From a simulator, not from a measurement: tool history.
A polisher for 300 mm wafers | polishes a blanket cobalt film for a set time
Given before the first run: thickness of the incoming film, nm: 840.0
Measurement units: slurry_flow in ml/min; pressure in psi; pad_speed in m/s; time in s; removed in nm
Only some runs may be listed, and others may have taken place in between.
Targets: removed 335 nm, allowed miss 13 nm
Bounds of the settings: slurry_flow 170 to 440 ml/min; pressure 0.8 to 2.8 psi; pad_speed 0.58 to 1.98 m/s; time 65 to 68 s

| run | hour | slurry_flow | pressure | pad_speed | time | removed |
|---|---|---|---|---|---|---|
| 1 | 0 | 280 | 1.8 | 1.28 | 65 | 448.39 |
| 2 | 7.5 | 280 | 1.8 | 1.28 | 68 | 464.49 |
| 3 | 13.5 | 280 | 1.8 | 1.44 | 68 | 507.14 |
| 4 | 15.9 | 280 | 1.6 | 1.42 | 68 | 445.76 |
| 5 | 23.9 | 280 | 1.6 | 1.42 | 65 | 428.37 |
| 6 | 31 | 280 | 1.6 | 1.7 | 65 | 491 |
| 7 | 37 | 280 | 1.4 | 1.68 | 65 | 422.53 |
| 8 | 39.8 | 280 | 1 | 1.66 | 65 | 313.19 |

Below are 5 possible settings for the next run. Only one of them brings all results inside the allowed miss of their targets. Which is it?
| A | 42.6 | 245 | 0.9 | 1.8 | 68 | ? |
| B | 42.6 | 195 | 1.1 | 1.48 | 68 | ? |
| C | 42.6 | 315 | 1 | 1.72 | 67 | ? |
| D | 42.6 | 235 | 1 | 1.94 | 68 | ? |
| E | 42.6 | 275 | 0.9 | 1.76 | 66 | ? |

| move | removed |
|---|---|
| A | 305.51 |
| B | 304.53 |
| C | 328.88 |
| D | 357.53 |
| E | 294.92 |
A: misses by more than the last run did
B: misses by more than the last run did
C: all results land within tolerance of their targets
D: takes the result that was furthest off past its target
E: misses by more than the last run did
C is the move that brings every result within its allowed miss.

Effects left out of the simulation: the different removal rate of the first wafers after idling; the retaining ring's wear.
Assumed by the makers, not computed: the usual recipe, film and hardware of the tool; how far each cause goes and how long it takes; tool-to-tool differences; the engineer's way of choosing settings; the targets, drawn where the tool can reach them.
